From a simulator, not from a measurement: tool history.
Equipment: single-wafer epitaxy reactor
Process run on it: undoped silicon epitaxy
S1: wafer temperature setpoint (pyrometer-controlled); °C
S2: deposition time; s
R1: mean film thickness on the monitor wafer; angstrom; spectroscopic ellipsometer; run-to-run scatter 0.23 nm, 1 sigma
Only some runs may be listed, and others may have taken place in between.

Run 1, hour 0.0: S1 635 °C, S2 316 s. Result: R1 395.29 angstrom.
Run 2, hour 2.3: S1 641 °C, S2 317 s. Result: R1 461.28 angstrom.
Run 3, hour 8.0: S1 641 °C, S2 352 s. Result: R1 508.87 angstrom.
Run 4, hour 16.9: S1 644 °C, S2 352 s. Result: R1 549.69 angstrom.
Run 5, hour 19.3: S1 646 °C, S2 352 s. Result: R1 583.45 angstrom.
Run 6, hour 22.3: S1 657 °C, S2 352 s. Result: R1 756.93 angstrom.
Run 7, hour 29.0: S1 657 °C, S2 352 s. Result: R1 762.24 angstrom.
Run 8, hour 36.7: S1 655 °C, S2 352 s. Result: R1 720.51 angstrom.
Run 9, hour 44.3: S1 654 °C, S2 352 s. Result: R1 705.24 angstrom.
Run 10, hour 51.1: S1 654 °C, S2 352 s. Result: R1 705.88 angstrom.
Run 11, hour 57.7: S1 653 °C, S2 352 s. Result: R1 688.37 angstrom.

For run 12, what comes out?
Run 12, hour 59.4: S1 652 °C, S2 352 s. Result: R1 ?.

Run 12 measured R1 668.92 angstrom.
